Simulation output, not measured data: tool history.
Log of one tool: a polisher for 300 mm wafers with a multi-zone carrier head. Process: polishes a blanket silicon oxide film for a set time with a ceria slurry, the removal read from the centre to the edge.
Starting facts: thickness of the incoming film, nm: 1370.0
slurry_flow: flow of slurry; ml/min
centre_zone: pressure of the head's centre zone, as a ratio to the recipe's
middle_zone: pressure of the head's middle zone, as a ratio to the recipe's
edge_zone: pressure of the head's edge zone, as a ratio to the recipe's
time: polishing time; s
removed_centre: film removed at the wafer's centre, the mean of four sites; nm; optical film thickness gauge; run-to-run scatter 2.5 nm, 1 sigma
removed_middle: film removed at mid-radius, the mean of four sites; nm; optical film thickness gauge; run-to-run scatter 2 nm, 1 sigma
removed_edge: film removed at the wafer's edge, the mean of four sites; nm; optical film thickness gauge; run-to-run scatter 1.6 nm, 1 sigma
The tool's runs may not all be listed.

run	hour	slurry_flow	centre_zone	middle_zone	edge_zone	time	removed_centre	removed_middle	removed_edge
1	0.0	230	1.00	1.00	1.00	72	462.19	466.39	461.82
2	7.7	225	1.00	1.01	0.98	67	427.46	433.11	421.85
3	10.1	225	1.06	1.01	0.98	67	453.64	431.78	419.94
4	16.7	200	1.06	1.01	0.98	67	451.52	428.85	419.48
5	20.4	200	1.06	0.94	0.98	67	445.21	403.35	418.97
6	27.5	200	1.06	0.94	0.98	58	387.93	353.93	368.32
7	34.2	205	1.05	0.96	0.96	55	355.73	337.92	344.48
8	36.8	210	1.05	0.98	0.95	53	356.32	334.93	324.21
9	42.3	215	1.04	0.98	0.94	52	343.09	329.50	319.41
10	51.2	215	1.04	0.98	0.94	52	340.05	327.65	323.17

Run 11 has not been measured yet. What should we expect?
11	60.0	215	1.04	0.99	0.93	50	?	?	?

{"run 11": {"removed_centre": 334.46, "removed_middle": 318.55, "removed_edge": 309.15}}
